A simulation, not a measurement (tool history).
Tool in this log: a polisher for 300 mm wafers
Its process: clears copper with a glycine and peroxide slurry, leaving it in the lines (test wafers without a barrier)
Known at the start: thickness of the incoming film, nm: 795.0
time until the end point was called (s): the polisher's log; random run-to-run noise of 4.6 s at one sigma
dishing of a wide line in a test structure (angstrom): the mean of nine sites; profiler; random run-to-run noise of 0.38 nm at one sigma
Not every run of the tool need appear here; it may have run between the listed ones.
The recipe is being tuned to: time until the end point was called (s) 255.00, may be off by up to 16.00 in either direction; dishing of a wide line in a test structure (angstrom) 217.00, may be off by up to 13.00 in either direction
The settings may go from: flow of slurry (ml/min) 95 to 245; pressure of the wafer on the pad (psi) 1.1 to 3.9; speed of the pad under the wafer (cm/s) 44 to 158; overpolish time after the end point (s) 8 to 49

run,hour,flow of slurry (ml/min),pressure of the wafer on the pad (psi),speed of the pad under the wafer (cm/s),overpolish time after the end point (s),time until the end point was called (s),dishing of a wide line in a test structure (angstrom)
1,0.0,155,2.5,100,25,152.79,928.32
2,3.3,145,2.3,96,22,166.31,771.13
3,9.4,135,2.1,90,20,191.92,650.53
4,14.7,135,2.1,106,20,173.71,697.43
5,16.7,135,2.1,106,13,172.41,482.70
6,23.0,135,2.5,106,13,154.65,553.12
7,26.7,155,2.3,96,12,168.18,453.87
8,34.6,165,2.1,90,11,177.02,379.47
9,41.7,170,2.0,86,11,193.55,364.29

Below are 5 possible settings for the next run. Only one of them brings all results inside the allowed miss of their targets. Which is it?
A,48.8,195,1.9,78,20,?,?
B,48.8,190,2.3,100,14,?,?
C,48.8,225,1.5,116,19,?,?
D,48.8,140,1.5,78,8,?,?
E,48.8,150,1.5,64,39,?,?

move,time until the end point was called (s),dishing of a wide line in a test structure (angstrom)
A,208.43,597.22
B,157.75,558.22
C,187.69,612.61
D,255.41,214.03
E,278.88,816.81
A: its largest miss is bigger than the last run's
B: its largest miss is bigger than the last run's
C: its largest miss is bigger than the last run's
D: all results land within tolerance of their targets
E: its largest miss is bigger than the last run's
Go with D: it meets all targets.

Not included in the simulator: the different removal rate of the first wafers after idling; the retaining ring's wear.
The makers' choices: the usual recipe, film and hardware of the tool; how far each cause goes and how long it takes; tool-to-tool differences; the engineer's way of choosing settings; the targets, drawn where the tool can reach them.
